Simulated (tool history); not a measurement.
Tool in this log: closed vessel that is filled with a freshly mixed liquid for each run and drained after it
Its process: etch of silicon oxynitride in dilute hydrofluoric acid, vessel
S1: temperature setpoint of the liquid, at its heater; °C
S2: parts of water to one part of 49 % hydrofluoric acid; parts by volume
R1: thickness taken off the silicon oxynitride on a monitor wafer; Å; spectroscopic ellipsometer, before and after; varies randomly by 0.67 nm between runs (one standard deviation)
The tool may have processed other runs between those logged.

run 1 hour=0 | S1=25 S2=115 time_in_the_liquid_(s)=2945 | R1=739.93
run 2 hour=7.1 | S1=26.5 S2=100 time_in_the_liquid_(s)=2945 | R1=925.2
run 3 hour=14.3 | S1=28.5 S2=100 time_in_the_liquid_(s)=2945 | R1=1010.4
run 4 hour=20 | S1=29.5 S2=90 time_in_the_liquid_(s)=2945 | R1=1177.1
run 5 hour=21.2 | S1=30 S2=80 time_in_the_liquid_(s)=2945 | R1=1380.8
run 6 hour=27.1 | S1=30.5 S2=75 time_in_the_liquid_(s)=2945 | R1=1518.8

Run 7 is up next; what results do you expect?
run 7 hour=33.7 | S1=31 S2=70 time_in_the_liquid_(s)=2945 | R1=?

Run 7 gave R1 1669.7 Å.

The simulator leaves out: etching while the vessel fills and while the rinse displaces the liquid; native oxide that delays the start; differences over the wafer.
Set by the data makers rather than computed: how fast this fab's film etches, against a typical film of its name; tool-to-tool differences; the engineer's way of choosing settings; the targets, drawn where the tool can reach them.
